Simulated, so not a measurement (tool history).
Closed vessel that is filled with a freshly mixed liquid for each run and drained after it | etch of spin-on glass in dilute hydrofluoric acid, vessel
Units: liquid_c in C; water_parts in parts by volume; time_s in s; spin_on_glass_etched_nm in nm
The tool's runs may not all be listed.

run,hour,liquid_c,water_parts,time_s,spin_on_glass_etched_nm
1,0,20,115,100,23.254
2,0.9,21.5,105,100,27.256
3,9.3,22.5,100,100,30.078
4,12,22.5,100,110,33.111
# hour 15.4: hydrofluoric acid flow meter replaced
5,15.4,22.5,135,110,26.728
6,21.9,22.5,135,100,24.426
7,24.4,23.5,120,100,29.063

Run 8 comes next. What will it give?
8,30.9,27.5,70,100,?

Run 8 gave spin_on_glass_etched_nm 62.209 nm.

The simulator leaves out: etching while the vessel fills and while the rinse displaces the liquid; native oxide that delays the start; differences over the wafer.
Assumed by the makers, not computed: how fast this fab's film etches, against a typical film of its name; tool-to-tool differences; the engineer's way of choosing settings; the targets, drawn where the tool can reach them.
